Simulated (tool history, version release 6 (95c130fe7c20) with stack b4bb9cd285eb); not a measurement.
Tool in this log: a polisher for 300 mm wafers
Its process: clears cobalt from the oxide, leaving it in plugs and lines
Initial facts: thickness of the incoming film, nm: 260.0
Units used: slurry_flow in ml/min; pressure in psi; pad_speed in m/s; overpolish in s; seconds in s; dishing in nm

Run 1, hour 0: slurry_flow 265 ml/min, pressure 1.9 psi, pad_speed 1.14 m/s, overpolish 20 s. Result: seconds 42.745 s, dishing 56.172 nm.
Run 2, hour 0.9: slurry_flow 315 ml/min, pressure 1.9 psi, pad_speed 1.14 m/s, overpolish 20 s. Result: seconds 43.794 s, dishing 56.009 nm.
Run 3, hour 2.3: slurry_flow 315 ml/min, pressure 1.6 psi, pad_speed 1.14 m/s, overpolish 20 s. Result: seconds 51.864 s, dishing 51.419 nm.
Run 4, hour 5.7: slurry_flow 315 ml/min, pressure 1.6 psi, pad_speed 1.14 m/s, overpolish 23 s. Result: seconds 49.985 s, dishing 55.685 nm.
Run 5, hour 9.7: slurry_flow 255 ml/min, pressure 1.6 psi, pad_speed 1.14 m/s, overpolish 23 s. Result: seconds 52.97 s, dishing 54.514 nm.
Run 6, hour 12.2: slurry_flow 255 ml/min, pressure 1.6 psi, pad_speed 1.14 m/s, overpolish 19 s. Result: seconds 52.861 s, dishing 49.567 nm.

What does the tool deliver on the next run?
Run 7, hour 19.8: slurry_flow 255 ml/min, pressure 1.5 psi, pad_speed 1.14 m/s, overpolish 19 s. Result: seconds ?, dishing ?.

Run 7 produced seconds 55.07 s, dishing 46.873 nm.

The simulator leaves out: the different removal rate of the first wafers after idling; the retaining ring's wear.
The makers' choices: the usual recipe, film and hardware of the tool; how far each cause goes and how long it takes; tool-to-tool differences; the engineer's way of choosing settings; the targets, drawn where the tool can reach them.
